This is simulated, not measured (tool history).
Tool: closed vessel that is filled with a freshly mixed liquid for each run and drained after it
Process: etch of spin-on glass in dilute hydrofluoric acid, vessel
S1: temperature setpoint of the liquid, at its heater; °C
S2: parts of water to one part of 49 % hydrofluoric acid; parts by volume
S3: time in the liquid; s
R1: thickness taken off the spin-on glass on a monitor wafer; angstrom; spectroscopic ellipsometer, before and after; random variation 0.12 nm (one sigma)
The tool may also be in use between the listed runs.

run 1 day=0.000 | S1=22.0 S2=160 S3=30 | R1=105.96
run 2 day=0.358 | S1=22.0 S2=160 S3=30 | R1=106.41
run 3 day=0.454 | S1=22.0 S2=120 S3=30 | R1=146.63
run 4 day=0.633 | S1=22.5 S2=120 S3=30 | R1=150.97
run 5 day=0.804 | S1=23.0 S2=120 S3=30 | R1=150.87
run 6 day=1.058 | S1=23.0 S2=70 S3=30 | R1=278.50
run 7 day=1.108 | S1=21.5 S2=75 S3=30 | R1=243.71
run 8 day=1.179 | S1=20.5 S2=80 S3=30 | R1=217.96
run 9 day=1.238 | S1=19.5 S2=85 S3=30 | R1=194.76
run 10 day=1.533 | S1=19.0 S2=85 S3=30 | R1=191.96
run 11 day=1.833 | S1=19.0 S2=85 S3=30 | R1=193.09

Forecast run 12:
-- day=1.954 thermometer replaced
run 12 day=1.954 | S1=18.5 S2=85 S3=30 | R1=?

{"run 12": {"R1": 178.97}}
